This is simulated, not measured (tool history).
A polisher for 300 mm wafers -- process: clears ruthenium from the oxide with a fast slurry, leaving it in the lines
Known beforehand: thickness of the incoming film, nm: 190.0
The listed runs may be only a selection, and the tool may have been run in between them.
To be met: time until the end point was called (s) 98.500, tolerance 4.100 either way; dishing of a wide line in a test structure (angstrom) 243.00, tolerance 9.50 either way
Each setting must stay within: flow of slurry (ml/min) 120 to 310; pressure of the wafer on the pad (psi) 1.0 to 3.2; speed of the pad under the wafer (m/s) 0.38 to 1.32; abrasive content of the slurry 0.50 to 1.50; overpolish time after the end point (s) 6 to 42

run,day,flow of slurry (ml/min),pressure of the wafer on the pad (psi),speed of the pad under the wafer (m/s),abrasive content of the slurry,overpolish time after the end point (s),time until the end point was called (s),dishing of a wide line in a test structure (angstrom)
1,0.000,200,2.1,0.84,1.00,21,88.867,364.12
2,0.138,200,2.3,0.84,1.00,21,81.728,399.34
3,0.483,205,2.2,0.84,1.00,19,83.486,350.22
4,0.562,210,2.1,0.84,1.00,18,89.751,313.99
5,0.917,210,2.1,0.84,1.00,17,90.043,297.24
6,1.250,210,2.1,0.84,1.20,17,80.366,331.18
7,1.562,210,2.0,0.84,1.20,16,84.189,295.55
8,1.808,210,1.9,0.84,1.20,16,89.811,280.82
9,1.917,210,1.8,0.84,1.20,15,94.221,255.02

Which one of the following 4 next-run settings gets every result inside its allowed miss? There is exactly one.
A,2.025,175,1.8,0.96,1.15,14,?,?
B,2.025,195,2.0,0.88,1.15,15,?,?
C,2.025,270,1.4,0.98,1.30,15,?,?
D,2.025,255,1.7,0.86,1.20,16,?,?

move,time until the end point was called (s),dishing of a wide line in a test structure (angstrom)
A,87.345,260.73
B,84.464,287.03
C,97.829,250.06
D,95.937,270.64
A: moves away from the targets compared with the last run
B: moves away from the targets compared with the last run
C: meets every target
D: moves away from the targets compared with the last run
Correct choice: C, which meets every target
